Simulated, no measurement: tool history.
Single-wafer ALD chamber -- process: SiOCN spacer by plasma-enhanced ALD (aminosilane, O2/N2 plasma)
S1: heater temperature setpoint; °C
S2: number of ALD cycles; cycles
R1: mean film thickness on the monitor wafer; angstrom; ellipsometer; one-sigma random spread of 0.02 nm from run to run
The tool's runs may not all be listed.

run	hour	S1	S2	R1
1	0.0	395	70	45.696
2	8.3	405	70	44.309
3	17.5	406	66	42.238
4	21.3	406	71	44.957
5	28.2	399	71	46.155
6	33.4	393	71	46.172
7	42.2	394	66	43.003
8	47.5	395	62	40.157
9	55.7	395	62	40.759
10	61.5	396	59	38.362

Run 11 has not been measured yet. What should we expect?
11	63.6	396	57	?

R1: 37.129 angstrom
